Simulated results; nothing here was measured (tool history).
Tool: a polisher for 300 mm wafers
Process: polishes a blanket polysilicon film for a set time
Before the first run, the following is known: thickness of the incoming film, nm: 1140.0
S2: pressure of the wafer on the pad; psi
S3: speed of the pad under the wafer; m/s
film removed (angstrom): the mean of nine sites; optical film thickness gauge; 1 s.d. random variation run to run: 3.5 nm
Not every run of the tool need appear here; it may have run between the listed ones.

{"run": 1, "hour": 0.0, "flow of slurry (ml/min)": 315, "S2": 1.8, "S3": 1.2, "polishing time (s)": 89, "film removed (angstrom)": 5656.0}
{"run": 2, "hour": 1.0, "flow of slurry (ml/min)": 315, "S2": 1.7, "S3": 1.2, "polishing time (s)": 89, "film removed (angstrom)": 5369.9}
{"run": 3, "hour": 8.6, "flow of slurry (ml/min)": 355, "S2": 1.7, "S3": 1.2, "polishing time (s)": 89, "film removed (angstrom)": 5461.6}
{"run": 4, "hour": 16.8, "flow of slurry (ml/min)": 350, "S2": 1.7, "S3": 1.2, "polishing time (s)": 89, "film removed (angstrom)": 5525.7}
{"run": 5, "hour": 19.2, "flow of slurry (ml/min)": 340, "S2": 1.7, "S3": 1.2, "polishing time (s)": 89, "film removed (angstrom)": 5437.6}
{"run": 6, "hour": 21.0, "flow of slurry (ml/min)": 340, "S2": 1.7, "S3": 1.2, "polishing time (s)": 89, "film removed (angstrom)": 5531.0}
{"run": 7, "hour": 22.9, "flow of slurry (ml/min)": 330, "S2": 1.7, "S3": 1.2, "polishing time (s)": 89, "film removed (angstrom)": 5401.2}
{"run": 8, "hour": 31.8, "flow of slurry (ml/min)": 320, "S2": 1.7, "S3": 1.2, "polishing time (s)": 89, "film removed (angstrom)": 5460.2}
{"run": 9, "hour": 34.8, "flow of slurry (ml/min)": 320, "S2": 1.5, "S3": 1.2, "polishing time (s)": 89, "film removed (angstrom)": 4896.0}
{"run": 10, "hour": 38.1, "flow of slurry (ml/min)": 315, "S2": 1.5, "S3": 1.2, "polishing time (s)": 89, "film removed (angstrom)": 4968.6}
{"run": 11, "hour": 45.2, "flow of slurry (ml/min)": 315, "S2": 1.3, "S3": 1.2, "polishing time (s)": 89, "film removed (angstrom)": 4409.1}

Run 12, settings as shown, results not yet in. Your forecast:
{"run": 12, "hour": 52.4, "flow of slurry (ml/min)": 320, "S2": 1.3, "S3": 1.2, "polishing time (s)": 89, "film removed (angstrom)": "?"}

film removed (angstrom): 4330.9
